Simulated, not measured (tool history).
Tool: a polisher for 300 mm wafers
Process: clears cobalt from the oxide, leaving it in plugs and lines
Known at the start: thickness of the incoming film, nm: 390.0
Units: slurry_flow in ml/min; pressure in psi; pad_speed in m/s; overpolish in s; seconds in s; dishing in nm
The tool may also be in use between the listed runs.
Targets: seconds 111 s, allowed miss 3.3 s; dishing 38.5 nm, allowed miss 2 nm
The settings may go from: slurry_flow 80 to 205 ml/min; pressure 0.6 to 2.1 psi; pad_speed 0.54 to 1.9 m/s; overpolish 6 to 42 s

| run | hour | slurry_flow | pressure | pad_speed | overpolish | seconds | dishing |
|---|---|---|---|---|---|---|---|
| 1 | 0 | 135 | 1.3 | 1.22 | 21 | 87.592 | 47.395 |
| 2 | 7.6 | 135 | 1.3 | 1.22 | 20 | 87.195 | 45.768 |
| 3 | 16.5 | 125 | 1.1 | 1.22 | 18 | 106.52 | 38.567 |
| 4 | 22.4 | 120 | 1.1 | 1.22 | 19 | 105.4 | 41.405 |
| 5 | 29.8 | 120 | 1.1 | 1.22 | 11 | 104.13 | 29.389 |
| 6 | 38.1 | 120 | 1.1 | 1.22 | 12 | 106.2 | 31.01 |
| 7 | 39.5 | 120 | 1.1 | 1.22 | 13 | 106.83 | 32.696 |
| 8 | 43.9 | 120 | 1.1 | 1.22 | 14 | 106.97 | 33.774 |

4 next moves are on the table. One of them brings every result within its allowed miss. Which?
| A | 48.3 | 125 | 1.4 | 0.88 | 15 | ? | ? |
| B | 48.3 | 130 | 0.8 | 1.58 | 18 | ? | ? |
| C | 48.3 | 135 | 1.2 | 1.12 | 17 | ? | ? |
| D | 48.3 | 130 | 1 | 1.36 | 14 | ? | ? |

| move | seconds | dishing |
|---|---|---|
| A | 109.93 | 34.939 |
| B | 112.19 | 38.394 |
| C | 102.26 | 39.11 |
| D | 103.63 | 34.711 |
A: nearer than the last run, and not there yet
B: meets every target
C: brings the result that was furthest off to its target, and leaves another outside
D: nearer than the last run, and not there yet
Move B is the one to make.
